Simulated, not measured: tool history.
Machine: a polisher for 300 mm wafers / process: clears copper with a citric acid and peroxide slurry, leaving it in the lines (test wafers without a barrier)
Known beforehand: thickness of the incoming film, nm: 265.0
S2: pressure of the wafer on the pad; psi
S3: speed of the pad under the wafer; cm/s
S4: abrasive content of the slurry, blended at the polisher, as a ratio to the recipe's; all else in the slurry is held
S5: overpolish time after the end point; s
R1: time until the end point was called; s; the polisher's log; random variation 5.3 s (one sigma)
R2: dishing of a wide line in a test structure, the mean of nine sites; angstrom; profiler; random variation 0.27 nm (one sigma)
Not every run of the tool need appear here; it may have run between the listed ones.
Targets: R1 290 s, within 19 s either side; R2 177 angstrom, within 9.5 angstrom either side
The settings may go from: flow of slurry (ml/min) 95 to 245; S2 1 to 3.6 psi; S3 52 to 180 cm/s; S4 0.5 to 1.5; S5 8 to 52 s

Run 1, hour 0: flow of slurry (ml/min) 155, S2 2.3 psi, S3 116 cm/s, S4 1, S5 26 s. Result: R1 111.23 s, R2 380.24 angstrom.
Run 2, hour 6: flow of slurry (ml/min) 150, S2 1.9 psi, S3 102 cm/s, S4 1, S5 26 s. Result: R1 149.01 s, R2 292.17 angstrom.
Run 3, hour 14.8: flow of slurry (ml/min) 165, S2 1.9 psi, S3 102 cm/s, S4 1, S5 26 s. Result: R1 149.36 s, R2 291.19 angstrom.
Run 4, hour 20.7: flow of slurry (ml/min) 165, S2 1.9 psi, S3 76 cm/s, S4 1, S5 26 s. Result: R1 196.15 s, R2 234.37 angstrom.
Run 5, hour 22.9: flow of slurry (ml/min) 165, S2 1.9 psi, S3 98 cm/s, S4 1, S5 26 s. Result: R1 154.34 s, R2 280.55 angstrom.
Run 6, hour 31.7: flow of slurry (ml/min) 165, S2 1.6 psi, S3 90 cm/s, S4 1, S5 27 s. Result: R1 193.84 s, R2 237 angstrom.
Run 7, hour 39: flow of slurry (ml/min) 165, S2 1.4 psi, S3 86 cm/s, S4 1, S5 28 s. Result: R1 228.63 s, R2 207.57 angstrom.
Run 8, hour 45.4: flow of slurry (ml/min) 165, S2 1.3 psi, S3 86 cm/s, S4 1, S5 29 s. Result: R1 247.52 s, R2 198.56 angstrom.
Run 9, hour 49.8: flow of slurry (ml/min) 165, S2 1.3 psi, S3 86 cm/s, S4 1, S5 29 s. Result: R1 249 s, R2 202.85 angstrom.
Run 10, hour 53: flow of slurry (ml/min) 165, S2 1.2 psi, S3 86 cm/s, S4 1, S5 29 s. Result: R1 268.29 s, R2 187.22 angstrom.

Below are 5 possible settings for the next run. Only one of them brings all results inside the allowed miss of their targets. Which is it?
Run A, hour 56.2: flow of slurry (ml/min) 160, S2 1.4 psi, S3 88 cm/s, S4 1.05, S5 22 s. Result: R1 ?, R2 ?.
Run B, hour 56.2: flow of slurry (ml/min) 165, S2 1.1 psi, S3 98 cm/s, S4 1.1, S5 31 s. Result: R1 ?, R2 ?.
Run C, hour 56.2: flow of slurry (ml/min) 160, S2 1 psi, S3 92 cm/s, S4 1.05, S5 30 s. Result: R1 ?, R2 ?.
Run D, hour 56.2: flow of slurry (ml/min) 180, S2 1 psi, S3 110 cm/s, S4 1.05, S5 26 s. Result: R1 ?, R2 ?.
Run E, hour 56.2: flow of slurry (ml/min) 180, S2 1.2 psi, S3 92 cm/s, S4 1.05, S5 23 s. Result: R1 ?, R2 ?.

move      R1      R2
   A  224.82  173.71
   B  250.43  209.72
   C  294.89  176.17
   D  245.48   182.2
   E  244.77  166.13
A: the biggest miss grows against the last run
B: the biggest miss grows against the last run
C: every result lands within tolerance
D: the biggest miss grows against the last run
E: the biggest miss grows against the last run
Move C is the one to make.

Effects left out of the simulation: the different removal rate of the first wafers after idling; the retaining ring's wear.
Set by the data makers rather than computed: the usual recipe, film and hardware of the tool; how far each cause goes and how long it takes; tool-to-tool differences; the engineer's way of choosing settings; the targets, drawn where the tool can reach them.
